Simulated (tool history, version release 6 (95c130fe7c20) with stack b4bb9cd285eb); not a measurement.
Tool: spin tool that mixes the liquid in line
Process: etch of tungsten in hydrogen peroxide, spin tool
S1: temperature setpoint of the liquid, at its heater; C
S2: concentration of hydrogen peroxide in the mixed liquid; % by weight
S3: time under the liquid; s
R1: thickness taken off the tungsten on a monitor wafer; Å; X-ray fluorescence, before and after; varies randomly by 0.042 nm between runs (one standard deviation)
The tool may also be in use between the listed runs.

{"run": 1, "hour": 0.0, "S1": 47.0, "S2": 18.5, "S3": 15, "R1": 194.65}
{"run": 2, "hour": 6.5, "S1": 45.5, "S2": 18.5, "S3": 15, "R1": 178.37}
{"run": 3, "hour": 11.8, "S1": 50.0, "S2": 18.5, "S3": 15, "R1": 235.23}
{"run": 4, "hour": 18.7, "S1": 48.0, "S2": 18.5, "S3": 15, "R1": 207.13}
{"run": 5, "hour": 23.7, "S1": 46.0, "S2": 18.5, "S3": 15, "R1": 182.99}
{"run": 6, "hour": 30.3, "S1": 49.0, "S2": 18.5, "S3": 15, "R1": 220.41}

The next listed run, before its measurement:
{"run": 7, "hour": 35.3, "S1": 47.0, "S2": 18.5, "S3": 15, "R1": "?"}

{"run 7": {"R1": 195.41}}
